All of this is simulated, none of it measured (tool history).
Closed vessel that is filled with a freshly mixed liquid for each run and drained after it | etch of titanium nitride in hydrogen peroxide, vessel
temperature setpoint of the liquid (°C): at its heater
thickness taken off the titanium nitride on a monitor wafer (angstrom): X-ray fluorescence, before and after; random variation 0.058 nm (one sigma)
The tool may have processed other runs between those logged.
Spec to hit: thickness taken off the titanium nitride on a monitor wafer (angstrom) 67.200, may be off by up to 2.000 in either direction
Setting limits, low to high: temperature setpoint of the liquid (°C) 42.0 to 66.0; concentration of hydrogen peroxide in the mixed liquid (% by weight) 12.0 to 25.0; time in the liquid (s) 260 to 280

run	day	temperature setpoint of the liquid (°C)	concentration of hydrogen peroxide in the mixed liquid (% by weight)	time in the liquid (s)	thickness taken off the titanium nitride on a monitor wafer (angstrom)
1	0.000	58.0	17.0	260	120.290
2	0.033	58.0	17.0	260	120.370
3	0.258	58.0	19.0	260	125.120
4	0.588	54.5	19.0	260	98.390
5	0.796	53.0	19.0	260	88.399
6	1.067	52.0	19.0	260	79.710
7	1.388	51.5	19.0	260	79.126
8	1.762	51.0	19.0	260	74.822
9	2.004	49.0	19.0	260	65.497

Pick the move, out of 4, that brings all results within their allowed miss; only one does.
A	2.246	49.5	18.5	260	?
B	2.246	48.0	21.0	265	?
C	2.246	48.0	20.0	260	?
D	2.246	47.5	17.5	280	?

move	thickness taken off the titanium nitride on a monitor wafer (angstrom)
A	67.114
B	63.016
C	61.183
D	61.736
A: meets every target
B: its largest miss is bigger than the last run's
C: its largest miss is bigger than the last run's
D: its largest miss is bigger than the last run's
Move A is the one to make.
